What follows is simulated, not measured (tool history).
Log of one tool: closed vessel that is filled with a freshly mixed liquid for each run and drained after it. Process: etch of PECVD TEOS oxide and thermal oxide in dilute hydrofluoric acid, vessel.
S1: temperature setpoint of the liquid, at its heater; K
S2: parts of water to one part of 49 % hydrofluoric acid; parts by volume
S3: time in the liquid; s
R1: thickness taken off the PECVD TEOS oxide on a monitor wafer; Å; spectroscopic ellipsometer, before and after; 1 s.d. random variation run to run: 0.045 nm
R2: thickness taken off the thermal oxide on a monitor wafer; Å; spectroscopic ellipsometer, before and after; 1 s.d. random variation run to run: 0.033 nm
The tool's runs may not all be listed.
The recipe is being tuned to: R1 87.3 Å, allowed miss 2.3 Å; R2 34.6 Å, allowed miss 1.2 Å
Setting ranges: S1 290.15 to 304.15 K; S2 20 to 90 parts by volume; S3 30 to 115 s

run  hour      S1  S2  S3      R1      R2
  1     0  296.15  50  60  144.46  56.107
  2   2.4  298.15  50  60  157.16  62.367
  3    11  296.65  55  60  134.13  51.938
  4  14.4  296.65  55  75  166.74  65.899
     19.3  -- hydrofluoric acid flow meter replaced
  5  19.3  295.15  60  75  154.04  60.929
  6  27.6  294.15  65  75  135.71  54.218
  7  34.8  293.15  70  75  119.77  47.479
  8  39.2  292.65  75  75   110.2  42.972
  9  46.7  292.15  80  75  101.44  39.781

Which single option among these 4 for the next run brings every result within its allowed miss of target? Just one does.
  A  54.2  294.65  70  55   ?   ?
  B  54.2  290.15  90  85   ?   ?
  C  54.2  292.65  70  55   ?   ?
  D  54.2  298.15  80  55   ?   ?

move      R1      R2
   A  93.441  37.055
   B  90.939  36.063
   C   85.96  34.088
   D  93.076   36.91
A: better than the last run, though not everything is in spec
B: better than the last run, though not everything is in spec
C: every result lands within tolerance
D: better than the last run, though not everything is in spec
Answer: C

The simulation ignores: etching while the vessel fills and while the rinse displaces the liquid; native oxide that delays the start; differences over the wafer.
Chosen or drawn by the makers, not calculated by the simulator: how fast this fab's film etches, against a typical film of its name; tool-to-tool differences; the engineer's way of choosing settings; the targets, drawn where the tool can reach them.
